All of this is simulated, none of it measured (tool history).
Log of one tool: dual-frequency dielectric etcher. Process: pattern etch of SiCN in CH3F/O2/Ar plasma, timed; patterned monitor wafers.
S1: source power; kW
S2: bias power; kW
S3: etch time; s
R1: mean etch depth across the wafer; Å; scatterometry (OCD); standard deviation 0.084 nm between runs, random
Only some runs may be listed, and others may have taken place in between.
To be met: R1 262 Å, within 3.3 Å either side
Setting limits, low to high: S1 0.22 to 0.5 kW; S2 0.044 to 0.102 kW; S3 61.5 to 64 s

run 1 hour=0 | S1=0.36 S2=0.073 S3=61.5 | R1=240.58
run 2 hour=3 | S1=0.38 S2=0.073 S3=61.5 | R1=245.4
run 3 hour=5.3 | S1=0.38 S2=0.067 S3=61.5 | R1=239.37
run 4 hour=11.1 | S1=0.4 S2=0.067 S3=61.5 | R1=242.99
run 5 hour=14.9 | S1=0.4 S2=0.067 S3=64 | R1=251.49
run 6 hour=18.2 | S1=0.41 S2=0.067 S3=64 | R1=253.55
run 7 hour=24.6 | S1=0.42 S2=0.067 S3=64 | R1=255.39
run 8 hour=27.3 | S1=0.43 S2=0.067 S3=64 | R1=257.41

5 candidate next runs follow, results not yet known. Just one meets every target within its allowed miss. Identify it.
run A hour=30 | S1=0.44 S2=0.066 S3=62.5 | R1=?
run B hour=30 | S1=0.47 S2=0.057 S3=63.5 | R1=?
run C hour=30 | S1=0.44 S2=0.073 S3=62.5 | R1=?
run D hour=30 | S1=0.4 S2=0.069 S3=62.5 | R1=?
run E hour=30 | S1=0.4 S2=0.078 S3=61.5 | R1=?

move=A R1=253.53
move=B R1=252.39
move=C R1=261.47
move=D R1=248.87
move=E R1=254.47
A: the biggest miss grows against the last run
B: the biggest miss grows against the last run
C: all results land within tolerance of their targets
D: the biggest miss grows against the last run
E: the biggest miss grows against the last run
The move that meets every target is C.
